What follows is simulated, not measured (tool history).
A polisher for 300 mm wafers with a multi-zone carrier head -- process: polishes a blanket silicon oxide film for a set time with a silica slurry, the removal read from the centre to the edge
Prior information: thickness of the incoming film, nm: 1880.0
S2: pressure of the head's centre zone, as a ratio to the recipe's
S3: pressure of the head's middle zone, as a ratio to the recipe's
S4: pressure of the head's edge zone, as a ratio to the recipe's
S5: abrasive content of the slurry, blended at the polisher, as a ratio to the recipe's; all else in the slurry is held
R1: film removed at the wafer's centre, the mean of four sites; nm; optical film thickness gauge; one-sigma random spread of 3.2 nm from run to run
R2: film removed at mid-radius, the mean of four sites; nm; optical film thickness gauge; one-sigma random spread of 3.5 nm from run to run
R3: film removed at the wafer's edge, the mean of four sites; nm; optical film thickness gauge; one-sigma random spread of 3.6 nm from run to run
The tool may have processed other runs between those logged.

Run 1, hour 0: flow of slurry (ml/min) 295, S2 1, S3 1, S4 1, S5 1, polishing time (s) 74. Result: R1 181.26 nm, R2 182.93 nm, R3 185.1 nm.
Run 2, hour 2.2: flow of slurry (ml/min) 295, S2 1, S3 1, S4 1, S5 1, polishing time (s) 65. Result: R1 155.81 nm, R2 160.2 nm, R3 161.62 nm.
Run 3, hour 5.3: flow of slurry (ml/min) 295, S2 1.03, S3 1, S4 1, S5 1, polishing time (s) 65. Result: R1 163.44 nm, R2 162.25 nm, R3 162.8 nm.
Run 4, hour 7.8: flow of slurry (ml/min) 295, S2 1.09, S3 1, S4 1, S5 1, polishing time (s) 65. Result: R1 171.72 nm, R2 161.6 nm, R3 158.58 nm.
Run 5, hour 9.9: flow of slurry (ml/min) 300, S2 1.09, S3 1.01, S4 1.02, S5 1.1, polishing time (s) 70. Result: R1 197.12 nm, R2 183.58 nm, R3 182.68 nm.
Run 6, hour 17.3: flow of slurry (ml/min) 305, S2 1.09, S3 1.03, S4 1.05, S5 1.2, polishing time (s) 73. Result: R1 211.61 nm, R2 202.15 nm, R3 201.47 nm.
Run 7, hour 24.5: flow of slurry (ml/min) 310, S2 1.1, S3 1.04, S4 1.07, S5 1.25, polishing time (s) 76. Result: R1 227.98 nm, R2 214.69 nm, R3 217.25 nm.
Run 8, hour 28.3: flow of slurry (ml/min) 315, S2 1.11, S3 1.06, S4 1.08, S5 1.3, polishing time (s) 79. Result: R1 241.63 nm, R2 235.19 nm, R3 225.63 nm.
Run 9, hour 33.8: flow of slurry (ml/min) 315, S2 1.11, S3 1.06, S4 1.09, S5 1.35, polishing time (s) 82. Result: R1 258.36 nm, R2 244.58 nm, R3 241.92 nm.
Run 10, hour 39.8: flow of slurry (ml/min) 315, S2 1.11, S3 1.07, S4 1.1, S5 1.4, polishing time (s) 84. Result: R1 267.97 nm, R2 257.21 nm, R3 247.09 nm.

Forecast run 11:
Run 11, hour 42.3: flow of slurry (ml/min) 325, S2 1.11, S3 1.07, S4 1.12, S5 1.4, polishing time (s) 86. Result: R1 ?, R2 ?, R3 ?.

For run 11 the tool returned R1 276.06 nm, R2 260.52 nm, R3 259.61 nm.
